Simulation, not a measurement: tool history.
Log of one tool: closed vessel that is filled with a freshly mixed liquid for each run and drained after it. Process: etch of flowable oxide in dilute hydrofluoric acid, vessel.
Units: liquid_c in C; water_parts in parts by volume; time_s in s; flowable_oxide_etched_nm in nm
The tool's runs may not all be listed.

| run | hour | liquid_c | water_parts | time_s | flowable_oxide_etched_nm |
|---|---|---|---|---|---|
| 1 | 0.0 | 21.0 | 275 | 785 | 48.503 |
| 2 | 3.8 | 21.0 | 240 | 785 | 57.350 |
| 3 | 12.5 | 19.5 | 240 | 785 | 54.402 |
| 4 | 21.0 | 19.0 | 260 | 785 | 48.505 |
| 5 | 25.2 | 19.0 | 305 | 785 | 39.338 |
| 6 | 32.4 | 20.0 | 305 | 785 | 40.897 |
| 7 | 34.7 | 19.5 | 315 | 785 | 38.479 |
| 8 | 41.8 | 19.0 | 325 | 785 | 36.342 |
| 9 | 47.9 | 18.5 | 330 | 785 | 34.980 |
| 10 | 52.9 | 18.5 | 335 | 785 | 34.222 |
| 11 | 54.1 | 18.5 | 340 | 785 | 33.339 |

The next listed run, before its measurement:
| 12 | 56.1 | 18.5 | 345 | 785 | ? |

Run 12 gave flowable_oxide_etched_nm 32.948 nm.
